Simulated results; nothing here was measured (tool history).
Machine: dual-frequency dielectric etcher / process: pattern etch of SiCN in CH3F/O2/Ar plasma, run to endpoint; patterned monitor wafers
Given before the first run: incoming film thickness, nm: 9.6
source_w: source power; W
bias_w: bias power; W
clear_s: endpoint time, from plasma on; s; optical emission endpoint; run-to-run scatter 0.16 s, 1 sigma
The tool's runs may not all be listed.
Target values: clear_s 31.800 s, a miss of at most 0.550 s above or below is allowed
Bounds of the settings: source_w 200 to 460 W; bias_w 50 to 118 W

{"run": 1, "hour": 0.0, "source_w": 330, "bias_w": 84, "clear_s": 26.625}
{"run": 2, "hour": 8.2, "source_w": 300, "bias_w": 81, "clear_s": 28.296}
{"run": 3, "hour": 9.6, "source_w": 300, "bias_w": 87, "clear_s": 26.901}
{"run": 4, "hour": 16.1, "source_w": 280, "bias_w": 84, "clear_s": 28.346}
{"run": 5, "hour": 18.2, "source_w": 260, "bias_w": 83, "clear_s": 29.295}
{"run": 6, "hour": 22.1, "source_w": 230, "bias_w": 83, "clear_s": 30.941}
{"run": 7, "hour": 25.3, "source_w": 230, "bias_w": 83, "clear_s": 30.994}
{"run": 8, "hour": 26.7, "source_w": 210, "bias_w": 82, "clear_s": 32.411}

Exactly one of the 5 candidate moves below puts every result within its allowed miss. Which one?
{"run": "A", "hour": 28.1, "source_w": 220, "bias_w": 86, "clear_s": "?"}
{"run": "B", "hour": 28.1, "source_w": 200, "bias_w": 83, "clear_s": "?"}
{"run": "C", "hour": 28.1, "source_w": 200, "bias_w": 87, "clear_s": "?"}
{"run": "D", "hour": 28.1, "source_w": 240, "bias_w": 72, "clear_s": "?"}
{"run": "E", "hour": 28.1, "source_w": 220, "bias_w": 90, "clear_s": "?"}

move=A clear_s=31.039
move=B clear_s=33.037
move=C clear_s=32.112
move=D clear_s=33.353
move=E clear_s=30.213
A: the result that was furthest off in the last run now lies on the other side of its target
B: misses by more than the last run did
C: all results land within tolerance of their targets
D: misses by more than the last run did
E: the result that was furthest off in the last run now lies on the other side of its target
Correct choice: C, which meets every target

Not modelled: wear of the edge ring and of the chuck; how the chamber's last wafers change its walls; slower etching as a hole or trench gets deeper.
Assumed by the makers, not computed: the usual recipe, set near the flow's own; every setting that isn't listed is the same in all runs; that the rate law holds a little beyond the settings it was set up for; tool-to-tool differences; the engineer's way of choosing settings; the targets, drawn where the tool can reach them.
